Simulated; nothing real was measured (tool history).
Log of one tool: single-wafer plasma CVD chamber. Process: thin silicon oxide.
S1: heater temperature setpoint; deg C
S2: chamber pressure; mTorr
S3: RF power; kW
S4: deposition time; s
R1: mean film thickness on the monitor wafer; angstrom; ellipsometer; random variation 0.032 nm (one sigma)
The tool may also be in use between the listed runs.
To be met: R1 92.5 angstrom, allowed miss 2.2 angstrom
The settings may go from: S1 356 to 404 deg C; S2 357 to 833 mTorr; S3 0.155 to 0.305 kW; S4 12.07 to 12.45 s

| run | hour | S1 | S2 | S3 | S4 | R1 |
|---|---|---|---|---|---|---|
| 1 | 0 | 380 | 595 | 0.23 | 12.07 | 141.25 |
| 2 | 5.7 | 380 | 595 | 0.245 | 12.07 | 146.93 |
| 3 | 11.1 | 380 | 595 | 0.245 | 12.45 | 151.95 |
| 4 | 16.1 | 380 | 595 | 0.245 | 12.07 | 147.33 |
| 5 | 19.3 | 380 | 539 | 0.24 | 12.07 | 131.22 |
| 6 | 21.4 | 380 | 496 | 0.235 | 12.07 | 120.21 |
| 7 | 25.2 | 380 | 463 | 0.235 | 12.07 | 112.11 |
| 8 | 28.4 | 380 | 439 | 0.235 | 12.07 | 106.59 |
| 9 | 36.7 | 380 | 422 | 0.235 | 12.07 | 101.82 |
| 10 | 38.8 | 380 | 366 | 0.235 | 12.07 | 88.842 |

5 next moves are on the table. One of them brings every result within its allowed miss. Which?
| A | 40.9 | 377 | 381 | 0.265 | 12.26 | ? |
| B | 40.9 | 382 | 399 | 0.235 | 12.19 | ? |
| C | 40.9 | 378 | 358 | 0.235 | 12.11 | ? |
| D | 40.9 | 381 | 361 | 0.235 | 12.1 | ? |
| E | 40.9 | 385 | 368 | 0.26 | 12.07 | ? |

| move | R1 |
|---|---|
| A | 99.538 |
| B | 97.811 |
| C | 87.156 |
| D | 87.673 |
| E | 93.301 |
A: takes the result that was furthest off past its target
B: takes the result that was furthest off past its target
C: further off than the last run
D: further off than the last run
E: meets every target
The right move is E.
